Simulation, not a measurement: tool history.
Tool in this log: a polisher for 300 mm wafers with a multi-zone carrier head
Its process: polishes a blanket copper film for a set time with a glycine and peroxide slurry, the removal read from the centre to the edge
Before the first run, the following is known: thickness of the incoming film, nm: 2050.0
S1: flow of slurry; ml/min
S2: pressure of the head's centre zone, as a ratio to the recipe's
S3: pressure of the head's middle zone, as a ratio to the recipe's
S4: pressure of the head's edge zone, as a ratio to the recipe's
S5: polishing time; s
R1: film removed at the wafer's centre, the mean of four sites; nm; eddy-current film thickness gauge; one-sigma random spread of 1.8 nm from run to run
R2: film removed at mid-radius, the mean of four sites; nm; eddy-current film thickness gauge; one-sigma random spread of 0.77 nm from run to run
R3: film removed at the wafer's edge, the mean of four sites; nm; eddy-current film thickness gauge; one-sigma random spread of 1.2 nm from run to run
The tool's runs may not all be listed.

| run | hour | S1 | S2 | S3 | S4 | S5 | R1 | R2 | R3 |
|---|---|---|---|---|---|---|---|---|---|
| 1 | 0.0 | 160 | 1.00 | 1.00 | 1.00 | 73 | 261.21 | 253.22 | 259.88 |
| 2 | 7.8 | 160 | 0.94 | 1.00 | 1.00 | 73 | 248.54 | 255.78 | 261.90 |
| 3 | 9.2 | 160 | 0.94 | 1.00 | 1.00 | 67 | 225.59 | 237.99 | 239.22 |
| 4 | 10.6 | 185 | 0.94 | 1.00 | 1.00 | 67 | 232.34 | 243.98 | 244.49 |
| 5 | 11.6 | 185 | 0.94 | 1.00 | 0.95 | 67 | 237.48 | 242.23 | 237.53 |
| 6 | 18.1 | 185 | 0.94 | 1.00 | 1.02 | 67 | 237.22 | 238.65 | 245.99 |
| 7 | 25.1 | 170 | 0.94 | 0.94 | 1.01 | 56 | 191.96 | 190.14 | 204.43 |
| 8 | 33.8 | 125 | 0.96 | 0.84 | 0.93 | 36 | 117.70 | 103.30 | 118.64 |
| 9 | 42.3 | 150 | 0.94 | 0.84 | 0.95 | 36 | 118.91 | 107.54 | 123.81 |

For run 10, what comes out?
| 10 | 48.1 | 195 | 0.94 | 0.87 | 1.05 | 37 | ? | ? | ? |

R1: 130.94 nm
R2: 120.50 nm
R3: 138.50 nm
